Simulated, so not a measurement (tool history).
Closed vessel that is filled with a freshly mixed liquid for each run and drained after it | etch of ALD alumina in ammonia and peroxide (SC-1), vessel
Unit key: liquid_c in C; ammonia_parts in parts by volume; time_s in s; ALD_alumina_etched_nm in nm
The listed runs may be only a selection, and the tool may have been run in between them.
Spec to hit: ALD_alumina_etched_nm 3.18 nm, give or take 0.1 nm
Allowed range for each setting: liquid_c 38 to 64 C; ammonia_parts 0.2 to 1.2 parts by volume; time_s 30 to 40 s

run 1 hour=0 | liquid_c=48 ammonia_parts=0.75 time_s=40 | ALD_alumina_etched_nm=1.6922
run 2 hour=5.5 | liquid_c=48 ammonia_parts=0.75 time_s=40 | ALD_alumina_etched_nm=1.7181
run 3 hour=10.2 | liquid_c=50.5 ammonia_parts=0.75 time_s=40 | ALD_alumina_etched_nm=1.9439
run 4 hour=12.9 | liquid_c=52.5 ammonia_parts=0.75 time_s=40 | ALD_alumina_etched_nm=2.152
-- hour=16.8 ammonia flow meter replaced
run 5 hour=16.8 | liquid_c=56.5 ammonia_parts=0.75 time_s=40 | ALD_alumina_etched_nm=2.6459
run 6 hour=24.2 | liquid_c=56.5 ammonia_parts=1 time_s=40 | ALD_alumina_etched_nm=2.6925
run 7 hour=28.5 | liquid_c=57.5 ammonia_parts=1 time_s=40 | ALD_alumina_etched_nm=2.8905
run 8 hour=30.4 | liquid_c=58 ammonia_parts=1 time_s=40 | ALD_alumina_etched_nm=2.9063
run 9 hour=35.2 | liquid_c=58.5 ammonia_parts=1 time_s=40 | ALD_alumina_etched_nm=3.0425

4 next moves are on the table. One of them brings every result within its allowed miss. Which?
run A hour=40 | liquid_c=58 ammonia_parts=0.85 time_s=40 | ALD_alumina_etched_nm=?
run B hour=40 | liquid_c=57.5 ammonia_parts=0.85 time_s=40 | ALD_alumina_etched_nm=?
run C hour=40 | liquid_c=57.5 ammonia_parts=1.05 time_s=40 | ALD_alumina_etched_nm=?
run D hour=40 | liquid_c=59 ammonia_parts=1.15 time_s=40 | ALD_alumina_etched_nm=?

move=A ALD_alumina_etched_nm=2.9008
move=B ALD_alumina_etched_nm=2.8261
move=C ALD_alumina_etched_nm=2.8834
move=D ALD_alumina_etched_nm=3.1441
A: misses by more than the last run did
B: misses by more than the last run did
C: misses by more than the last run did
D: in spec on every target
So the answer is move D, the one that meets all the targets.
